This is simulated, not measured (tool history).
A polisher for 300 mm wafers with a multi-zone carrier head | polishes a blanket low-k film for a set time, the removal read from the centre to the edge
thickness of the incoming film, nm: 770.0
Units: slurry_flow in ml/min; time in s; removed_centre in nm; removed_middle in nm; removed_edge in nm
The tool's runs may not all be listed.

run	hour	slurry_flow	centre_zone	middle_zone	edge_zone	slurry_solids	time	removed_centre	removed_middle	removed_edge
1	0	185	1	1	1	1	77	17.122	16.433	16.809
2	3.3	185	1	1	1	1	89	19.639	19.091	19.402
3	6.2	170	0.97	0.94	1	0.85	81	16.451	15.919	16.695
4	12.2	170	0.93	0.94	1	0.85	81	15.929	15.471	16.396
5	19.8	170	0.9	0.94	1	0.85	81	15.632	15.475	16.578
6	25.4	170	0.9	0.94	1	0.85	96	18.6	18.208	19.625
7	30.7	165	0.92	0.89	1.04	0.75	81	15.41	14.321	16.212
8	38.1	160	0.91	0.86	1.05	0.65	73	12.874	11.514	14.106

Forecast run 9:
9	45.9	155	0.9	0.85	1.01	0.6	70	?	?	?

{"run 9": {"removed_centre": 12.042, "removed_middle": 10.731, "removed_edge": 12.823}}
